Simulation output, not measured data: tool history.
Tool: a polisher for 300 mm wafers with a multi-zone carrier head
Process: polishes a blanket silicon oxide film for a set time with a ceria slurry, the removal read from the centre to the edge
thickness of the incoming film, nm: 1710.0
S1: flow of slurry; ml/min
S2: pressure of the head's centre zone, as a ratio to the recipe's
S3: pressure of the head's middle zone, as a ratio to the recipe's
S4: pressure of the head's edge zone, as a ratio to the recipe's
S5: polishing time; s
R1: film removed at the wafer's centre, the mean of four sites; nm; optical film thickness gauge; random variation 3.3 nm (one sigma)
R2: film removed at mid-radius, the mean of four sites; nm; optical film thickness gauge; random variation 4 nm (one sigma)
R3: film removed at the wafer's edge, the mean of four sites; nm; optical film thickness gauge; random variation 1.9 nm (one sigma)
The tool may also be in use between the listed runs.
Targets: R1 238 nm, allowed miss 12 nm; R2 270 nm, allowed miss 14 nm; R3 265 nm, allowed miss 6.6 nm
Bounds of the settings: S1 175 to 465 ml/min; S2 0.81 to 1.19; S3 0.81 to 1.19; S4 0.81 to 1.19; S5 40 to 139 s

run	hour	S1	S2	S3	S4	S5	R1	R2	R3
1	0	295	1	1	1	89	452.65	453.39	452.99
2	3.2	290	0.98	1	0.99	84	411.89	430.83	422.86
3	9.5	290	1.03	1	0.99	84	437.92	424.05	424.86
4	15.1	285	1.01	0.99	0.98	80	408.81	405.15	399.42
5	20.6	285	1.08	0.99	0.98	80	431.02	397.89	397.2
6	23.5	285	1.14	0.99	0.98	80	470.42	394.72	398.32
7	31.5	280	1.11	0.98	0.97	77	430.95	378.44	383.08
8	38.7	255	1.01	0.96	0.87	52	257.39	252.53	241.33
9	45.1	260	1	0.96	0.88	52	255.09	250.42	243.6
10	50	265	0.99	0.96	0.89	52	255.31	245.5	247.28
11	54.3	265	0.98	0.97	0.9	52	254.34	247.68	244.68
12	58.9	265	0.96	0.98	0.91	52	242.08	247.86	250.02
13	61.5	270	0.96	0.99	0.91	52	255.08	257.71	248.89
14	62.7	265	0.95	0.99	0.92	52	238.03	247.76	250.58
15	71	270	0.95	1	0.92	52	247.31	258.41	249.79
16	73.9	270	0.94	1	0.93	52	241.77	257.33	251.12
17	78.4	270	0.94	1	0.94	52	245.78	260.35	252.84
18	82.2	270	0.93	1	0.95	52	242.55	255.09	254.05
19	86.9	270	0.92	1.01	0.96	52	232.67	259.96	253.18
20	88	270	0.92	1.01	0.96	52	240.43	255.76	256.51

5 next moves are on the table. One of them brings every result within its allowed miss. Which?
A	89.1	310	0.87	0.98	0.94	54	?	?	?
B	89.1	245	0.99	0.98	0.95	50	?	?	?
C	89.1	265	0.97	0.81	1.07	51	?	?	?
D	89.1	280	0.98	1.04	0.81	53	?	?	?
E	89.1	220	0.91	1.03	0.95	52	?	?	?

move	R1	R2	R3
A	235.69	266.64	265.98
B	238.37	237.69	240.84
C	241.63	224.42	263.14
D	256.49	265.53	241.24
E	222.69	248.6	246.83
A: meets every target
B: further off than the last run
C: brings the result that was furthest off to its target, and leaves another outside
D: further off than the last run
E: further off than the last run
The right move is A.
